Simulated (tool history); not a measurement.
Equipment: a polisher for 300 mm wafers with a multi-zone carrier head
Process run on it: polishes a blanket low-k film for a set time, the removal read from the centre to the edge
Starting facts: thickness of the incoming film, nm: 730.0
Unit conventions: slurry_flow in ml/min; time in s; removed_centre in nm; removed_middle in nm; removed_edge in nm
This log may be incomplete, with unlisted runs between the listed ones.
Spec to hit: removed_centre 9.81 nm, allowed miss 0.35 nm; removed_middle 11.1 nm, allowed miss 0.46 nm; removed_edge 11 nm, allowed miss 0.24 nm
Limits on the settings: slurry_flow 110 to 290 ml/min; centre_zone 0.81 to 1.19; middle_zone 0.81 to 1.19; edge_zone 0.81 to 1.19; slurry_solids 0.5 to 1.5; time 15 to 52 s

Run 1, hour 0: slurry_flow 185 ml/min, centre_zone 1, middle_zone 1, edge_zone 1, slurry_solids 1, time 33 s. Result: removed_centre 18.777 nm, removed_middle 19.396 nm, removed_edge 18.877 nm.
Run 2, hour 1.4: slurry_flow 175 ml/min, centre_zone 0.96, middle_zone 0.98, edge_zone 0.96, slurry_solids 0.85, time 31 s. Result: removed_centre 15.633 nm, removed_middle 16.414 nm, removed_edge 16.047 nm.
Run 3, hour 8.1: slurry_flow 175 ml/min, centre_zone 0.96, middle_zone 1.01, edge_zone 0.96, slurry_solids 0.85, time 31 s. Result: removed_centre 15.785 nm, removed_middle 16.835 nm, removed_edge 16.073 nm.
Run 4, hour 15.3: slurry_flow 165 ml/min, centre_zone 0.92, middle_zone 0.99, edge_zone 0.93, slurry_solids 0.75, time 30 s. Result: removed_centre 13.645 nm, removed_middle 14.775 nm, removed_edge 14.229 nm.
Run 5, hour 23.2: slurry_flow 155 ml/min, centre_zone 0.89, middle_zone 0.98, edge_zone 0.91, slurry_solids 0.7, time 30 s. Result: removed_centre 12.323 nm, removed_middle 14.056 nm, removed_edge 13.486 nm.
Run 6, hour 25.4: slurry_flow 155 ml/min, centre_zone 0.97, middle_zone 0.98, edge_zone 0.91, slurry_solids 0.7, time 30 s. Result: removed_centre 13.525 nm, removed_middle 14.115 nm, removed_edge 13.167 nm.
Run 7, hour 31.8: slurry_flow 145 ml/min, centre_zone 0.93, middle_zone 0.95, edge_zone 0.89, slurry_solids 0.65, time 30 s. Result: removed_centre 12.192 nm, removed_middle 12.927 nm, removed_edge 12.522 nm.
Run 8, hour 33.5: slurry_flow 135 ml/min, centre_zone 0.91, middle_zone 0.94, edge_zone 0.87, slurry_solids 0.65, time 30 s. Result: removed_centre 11.78 nm, removed_middle 12.467 nm, removed_edge 12.279 nm.
Run 9, hour 38.9: slurry_flow 130 ml/min, centre_zone 0.89, middle_zone 0.94, edge_zone 0.86, slurry_solids 0.6, time 30 s. Result: removed_centre 10.712 nm, removed_middle 11.997 nm, removed_edge 11.557 nm.
Run 10, hour 43.1: slurry_flow 125 ml/min, centre_zone 0.88, middle_zone 0.93, edge_zone 0.85, slurry_solids 0.6, time 30 s. Result: removed_centre 10.583 nm, removed_middle 11.912 nm, removed_edge 11.372 nm.
Run 11, hour 44.3: slurry_flow 125 ml/min, centre_zone 0.88, middle_zone 0.93, edge_zone 0.85, slurry_solids 0.6, time 30 s. Result: removed_centre 10.462 nm, removed_middle 11.618 nm, removed_edge 11.435 nm.
Run 12, hour 52: slurry_flow 120 ml/min, centre_zone 0.87, middle_zone 0.93, edge_zone 0.84, slurry_solids 0.6, time 30 s. Result: removed_centre 10.187 nm, removed_middle 11.733 nm, removed_edge 11.262 nm.
Run 13, hour 56.6: slurry_flow 120 ml/min, centre_zone 0.87, middle_zone 0.92, edge_zone 0.84, slurry_solids 0.6, time 30 s. Result: removed_centre 10.164 nm, removed_middle 11.751 nm, removed_edge 11.336 nm.
Run 14, hour 61.7: slurry_flow 120 ml/min, centre_zone 0.87, middle_zone 0.92, edge_zone 0.84, slurry_solids 0.6, time 30 s. Result: removed_centre 10.215 nm, removed_middle 11.61 nm, removed_edge 11.366 nm.
Run 15, hour 68.9: slurry_flow 120 ml/min, centre_zone 0.87, middle_zone 0.91, edge_zone 0.83, slurry_solids 0.6, time 30 s. Result: removed_centre 10.252 nm, removed_middle 11.444 nm, removed_edge 11.401 nm.

Pick the move, out of 5, that brings all results within their allowed miss; only one does.
Run A, hour 76.1: slurry_flow 135 ml/min, centre_zone 0.92, middle_zone 0.82, edge_zone 0.82, slurry_solids 0.6, time 29 s. Result: removed_centre ?, removed_middle ?, removed_edge ?.
Run B, hour 76.1: slurry_flow 125 ml/min, centre_zone 0.96, middle_zone 0.86, edge_zone 0.87, slurry_solids 0.55, time 30 s. Result: removed_centre ?, removed_middle ?, removed_edge ?.
Run C, hour 76.1: slurry_flow 110 ml/min, centre_zone 0.89, middle_zone 1.04, edge_zone 0.81, slurry_solids 0.5, time 33 s. Result: removed_centre ?, removed_middle ?, removed_edge ?.
Run D, hour 76.1: slurry_flow 110 ml/min, centre_zone 0.87, middle_zone 0.89, edge_zone 0.86, slurry_solids 0.55, time 31 s. Result: removed_centre ?, removed_middle ?, removed_edge ?.
Run E, hour 76.1: slurry_flow 115 ml/min, centre_zone 0.9, middle_zone 0.92, edge_zone 0.82, slurry_solids 0.65, time 30 s. Result: removed_centre ?, removed_middle ?, removed_edge ?.

move  removed_centre  removed_middle  removed_edge
   A          10.777           10.74        11.142
   B          10.797          10.614         11.06
   C          9.9367          11.863        10.814
   D           9.674          10.774        11.075
   E          10.865          11.895        11.697
A: brings the result that was furthest off to its target, and leaves another outside
B: brings the result that was furthest off to its target, and leaves another outside
C: brings the result that was furthest off to its target, and leaves another outside
D: in spec on every target
E: further off than the last run
Go with D: it meets all targets.
